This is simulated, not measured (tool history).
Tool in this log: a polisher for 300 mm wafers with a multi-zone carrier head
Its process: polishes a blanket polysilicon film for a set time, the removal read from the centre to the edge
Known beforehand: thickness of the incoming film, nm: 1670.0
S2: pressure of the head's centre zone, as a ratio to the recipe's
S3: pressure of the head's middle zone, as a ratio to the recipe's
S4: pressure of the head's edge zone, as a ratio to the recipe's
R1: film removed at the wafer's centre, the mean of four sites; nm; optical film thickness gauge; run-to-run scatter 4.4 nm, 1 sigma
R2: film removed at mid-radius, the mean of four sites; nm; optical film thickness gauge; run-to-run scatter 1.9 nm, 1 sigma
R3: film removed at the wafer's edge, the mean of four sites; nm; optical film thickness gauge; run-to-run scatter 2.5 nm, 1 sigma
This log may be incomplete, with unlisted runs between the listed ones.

{"run": 1, "hour": 0.0, "flow of slurry (ml/min)": 165, "S2": 1.0, "S3": 1.0, "S4": 1.0, "polishing time (s)": 52, "R1": 262.17, "R2": 256.88, "R3": 252.35}
{"run": 2, "hour": 6.1, "flow of slurry (ml/min)": 165, "S2": 1.06, "S3": 1.0, "S4": 1.0, "polishing time (s)": 52, "R1": 274.21, "R2": 256.51, "R3": 251.06}
{"run": 3, "hour": 13.0, "flow of slurry (ml/min)": 175, "S2": 1.05, "S3": 0.99, "S4": 1.04, "polishing time (s)": 54, "R1": 284.42, "R2": 265.18, "R3": 269.13}
{"run": 4, "hour": 16.5, "flow of slurry (ml/min)": 185, "S2": 1.05, "S3": 0.99, "S4": 1.07, "polishing time (s)": 55, "R1": 291.82, "R2": 273.86, "R3": 276.03}
{"run": 5, "hour": 22.6, "flow of slurry (ml/min)": 185, "S2": 1.05, "S3": 0.93, "S4": 1.07, "polishing time (s)": 55, "R1": 288.9, "R2": 257.47, "R3": 281.66}
{"run": 6, "hour": 29.5, "flow of slurry (ml/min)": 185, "S2": 1.05, "S3": 0.97, "S4": 1.07, "polishing time (s)": 55, "R1": 293.0, "R2": 268.23, "R3": 278.76}
{"run": 7, "hour": 35.9, "flow of slurry (ml/min)": 185, "S2": 1.05, "S3": 0.97, "S4": 1.07, "polishing time (s)": 55, "R1": 290.91, "R2": 267.81, "R3": 279.92}

Estimate the outcome of run 8 from the log above:
{"run": 8, "hour": 43.0, "flow of slurry (ml/min)": 190, "S2": 1.04, "S3": 0.97, "S4": 1.09, "polishing time (s)": 56, "R1": "?", "R2": "?", "R3": "?"}

R1: 287.54 nm
R2: 274.19 nm
R3: 285.58 nm
